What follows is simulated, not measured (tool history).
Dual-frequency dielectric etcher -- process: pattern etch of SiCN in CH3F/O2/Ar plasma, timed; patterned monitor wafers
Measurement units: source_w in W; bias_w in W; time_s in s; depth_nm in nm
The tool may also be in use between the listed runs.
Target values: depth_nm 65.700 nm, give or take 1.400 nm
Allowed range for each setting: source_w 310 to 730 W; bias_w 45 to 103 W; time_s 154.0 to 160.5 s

run  hour  source_w  bias_w  time_s  depth_nm
  1   0.0       520      74   154.0    58.391
  2   7.1       590      74   154.0    61.558
  3  12.0       590      79   154.0    62.259
  4  17.6       590      69   154.0    59.812
  5  25.1       590      69   154.0    59.902
  6  32.3       590      58   154.0    56.981
  7  34.1       610      60   154.5    57.940
  8  35.1       620      62   155.0    59.163
  9  42.2       630      64   155.5    59.910
 10  45.5       640      66   156.0    61.080
 11  47.5       650      68   156.5    62.440
 12  50.0       650      68   156.5    62.131
 13  55.5       660      69   156.5    63.035

Exactly one of the 4 candidate moves below puts every result within its allowed miss. Which one?
  A  61.0       550      77   156.0         ?
  B  61.0       680      62   158.0         ?
  C  61.0       680      74   159.0         ?
  D  61.0       540      79   155.5         ?

move  depth_nm
   A    61.418
   B    61.944
   C    65.460
   D    61.398
A: misses by more than the last run did
B: misses by more than the last run did
C: all results land within tolerance of their targets
D: misses by more than the last run did
The right move is C.
